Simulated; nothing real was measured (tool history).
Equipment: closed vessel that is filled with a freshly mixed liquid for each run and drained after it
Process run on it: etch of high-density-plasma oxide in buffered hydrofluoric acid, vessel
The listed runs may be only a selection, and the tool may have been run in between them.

run  hour  temperature setpoint of the liquid (C)  parts of 40 % ammonium fluoride to one part of 49 % hydrofluoric acid (parts by volume)  time in the liquid (s)  thickness taken off the high-density-plasma oxide on a monitor wafer (Å)
  1     0                                      21                                                                                       22                     135                                                                    730.03
  2   5.8                                    19.5                                                                                     23.5                     135                                                                    626.62
  3  13.5                                    22.5                                                                                     23.5                     135                                                                    750.05
  4  22.8                                    19.5                                                                                     23.5                     135                                                                    625.74
  5  24.6                                      17                                                                                     23.5                     135                                                                    550.68
  6    32                                      17                                                                                     23.5                     135                                                                    556.78

Run 7, settings as shown, results not yet in. Your forecast:
  7  33.2                                      17                                                                                     24.5                     135                                                                         ?

{"run 7": {"thickness taken off the high-density-plasma oxide on a monitor wafer (Å)": 540.11}}

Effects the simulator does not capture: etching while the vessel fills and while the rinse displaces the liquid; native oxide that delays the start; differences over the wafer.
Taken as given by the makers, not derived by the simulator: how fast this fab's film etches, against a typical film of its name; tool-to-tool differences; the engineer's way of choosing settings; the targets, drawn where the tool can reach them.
